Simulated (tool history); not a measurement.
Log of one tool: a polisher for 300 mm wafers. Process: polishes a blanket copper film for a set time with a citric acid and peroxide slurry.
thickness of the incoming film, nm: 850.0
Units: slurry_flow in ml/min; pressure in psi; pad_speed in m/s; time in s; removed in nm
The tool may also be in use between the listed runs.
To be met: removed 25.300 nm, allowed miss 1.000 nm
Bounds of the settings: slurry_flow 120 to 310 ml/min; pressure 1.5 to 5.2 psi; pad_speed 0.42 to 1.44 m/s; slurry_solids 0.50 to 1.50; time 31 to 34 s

run  hour  slurry_flow  pressure  pad_speed  slurry_solids  time  removed
  1   0.0          200       3.3       0.92           1.00    34   63.620
  2   3.5          200       3.1       0.88           1.00    34   57.506
  3   4.8          200       2.9       0.84           1.00    34   51.286
  4   9.0          200       2.7       0.82           1.00    34   47.548
  5  16.2          200       2.6       0.80           1.00    34   44.215
  6  20.3          200       3.2       0.80           1.00    34   53.914
  7  21.5          200       3.0       0.78           1.00    34   48.367
  8  22.6          200       2.8       0.76           1.00    34   44.927
  9  24.8          200       2.6       0.74           1.00    34   41.117
 10  28.4          195       1.6       0.60           1.00    34   21.152
 11  33.2          200       1.6       0.60           1.00    34   21.730
 12  40.5          205       1.6       0.60           1.00    34   21.251
 13  45.1          205       1.8       0.60           1.00    34   24.039
 14  54.0          215       1.8       0.60           1.00    34   24.247
 15  62.4          225       1.8       0.60           1.00    34   23.934

5 next moves are on the table. One of them brings every result within its allowed miss. Which?
  A  70.8          265       1.9       0.54           0.85    34        ?
  B  70.8          265       2.7       0.42           0.80    32        ?
  C  70.8          310       1.6       0.58           1.20    34        ?
  D  70.8          200       2.4       0.54           0.90    34        ?
  E  70.8          230       1.9       0.66           1.00    31        ?

move  removed
   A   23.138
   B   23.618
   C   23.037
   D   28.093
   E   25.870
A: further off than the last run
B: further off than the last run
C: further off than the last run
D: takes the result that was furthest off past its target
E: meets every target
The right move is E.
